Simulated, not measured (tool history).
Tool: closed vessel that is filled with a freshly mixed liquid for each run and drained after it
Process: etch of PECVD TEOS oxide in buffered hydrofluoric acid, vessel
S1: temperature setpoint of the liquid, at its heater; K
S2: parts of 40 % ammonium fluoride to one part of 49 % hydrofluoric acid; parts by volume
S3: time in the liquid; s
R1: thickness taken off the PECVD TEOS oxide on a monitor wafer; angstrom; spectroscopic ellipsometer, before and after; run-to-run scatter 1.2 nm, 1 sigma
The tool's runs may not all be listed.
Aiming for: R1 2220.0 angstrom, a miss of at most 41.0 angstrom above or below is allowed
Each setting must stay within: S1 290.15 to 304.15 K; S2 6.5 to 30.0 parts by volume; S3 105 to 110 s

run 1 hour=0.0 | S1=296.15 S2=19.5 S3=105 | R1=2055.9
run 2 hour=1.1 | S1=296.15 S2=19.5 S3=105 | R1=2044.5
run 3 hour=8.8 | S1=297.15 S2=19.5 S3=105 | R1=2171.0
run 4 hour=12.9 | S1=297.15 S2=14.0 S3=105 | R1=3008.0
run 5 hour=20.9 | S1=296.65 S2=14.0 S3=105 | R1=2884.6
run 6 hour=29.5 | S1=296.65 S2=14.0 S3=110 | R1=3059.1
run 7 hour=38.5 | S1=296.15 S2=14.0 S3=110 | R1=2967.7
run 8 hour=44.7 | S1=295.65 S2=14.0 S3=110 | R1=2886.3
run 9 hour=51.8 | S1=295.15 S2=14.0 S3=110 | R1=2816.9
run 10 hour=54.9 | S1=294.65 S2=14.0 S3=110 | R1=2757.6
run 11 hour=56.5 | S1=294.15 S2=14.0 S3=110 | R1=2678.5
run 12 hour=57.5 | S1=294.15 S2=14.0 S3=110 | R1=2657.0
run 13 hour=64.7 | S1=290.15 S2=14.0 S3=110 | R1=2145.7

Pick the move, out of 4, that brings all results within their allowed miss; only one does.
run A hour=71.9 | S1=290.15 S2=13.5 S3=110 | R1=?
run B hour=71.9 | S1=290.65 S2=13.0 S3=110 | R1=?
run C hour=71.9 | S1=290.15 S2=14.0 S3=105 | R1=?
run D hour=71.9 | S1=290.65 S2=12.5 S3=105 | R1=?

move=A R1=2200.8
move=B R1=2350.0
move=C R1=2027.0
move=D R1=2331.1
A: every result lands within tolerance
B: pushes the last run's worst result past its target
C: its largest miss is bigger than the last run's
D: pushes the last run's worst result past its target
So the answer is move A, the one that meets all the targets.

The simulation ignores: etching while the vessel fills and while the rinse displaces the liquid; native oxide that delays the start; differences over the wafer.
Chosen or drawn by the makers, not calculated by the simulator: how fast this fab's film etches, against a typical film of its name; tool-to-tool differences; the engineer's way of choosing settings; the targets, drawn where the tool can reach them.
